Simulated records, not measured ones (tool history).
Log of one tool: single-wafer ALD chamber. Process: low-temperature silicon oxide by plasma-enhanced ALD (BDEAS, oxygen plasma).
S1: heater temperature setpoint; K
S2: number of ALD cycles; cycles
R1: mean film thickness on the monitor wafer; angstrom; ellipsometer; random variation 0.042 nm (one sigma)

Run 1, day 0.000: S1 363.15 K, S2 37 cycles. Result: R1 56.583 angstrom.
Run 2, day 0.042: S1 361.15 K, S2 38 cycles. Result: R1 57.665 angstrom.
Run 3, day 0.254: S1 352.15 K, S2 38 cycles. Result: R1 59.630 angstrom.
Run 4, day 0.288: S1 351.15 K, S2 39 cycles. Result: R1 62.331 angstrom.
Run 5, day 0.571: S1 350.15 K, S2 40 cycles. Result: R1 63.715 angstrom.
Run 6, day 0.625: S1 356.15 K, S2 40 cycles. Result: R1 61.620 angstrom.

Run 7 comes next. What will it give?
Run 7, day 0.908: S1 354.15 K, S2 41 cycles. Result: R1 ?.

Run 7 gave R1 63.883 angstrom.
